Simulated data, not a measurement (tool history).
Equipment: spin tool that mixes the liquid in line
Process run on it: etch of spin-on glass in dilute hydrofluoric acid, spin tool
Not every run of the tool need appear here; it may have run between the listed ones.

run  hour  temperature setpoint of the liquid (°C)  parts of water to one part of 49 % hydrofluoric acid (parts by volume)  time under the liquid (s)  thickness taken off the spin-on glass on a monitor wafer (nm)
  1     0                                       25                                                                      70                         15                                                         8.4058
  2   1.8                                     21.5                                                                      70                         15                                                         7.2678
  3   3.5                                     21.5                                                                      90                         15                                                         5.4141
  4  10.2                                     22.5                                                                      90                         15                                                         5.7037
  5  14.5                                       20                                                                      90                         15                                                         5.1305
  6    18                                       21                                                                      90                         15                                                         5.3852

Run 7 is up next; what results do you expect?
  7  25.7                                       22                                                                      90                         15                                                              ?

{"run 7": {"thickness taken off the spin-on glass on a monitor wafer (nm)": 5.5163}}

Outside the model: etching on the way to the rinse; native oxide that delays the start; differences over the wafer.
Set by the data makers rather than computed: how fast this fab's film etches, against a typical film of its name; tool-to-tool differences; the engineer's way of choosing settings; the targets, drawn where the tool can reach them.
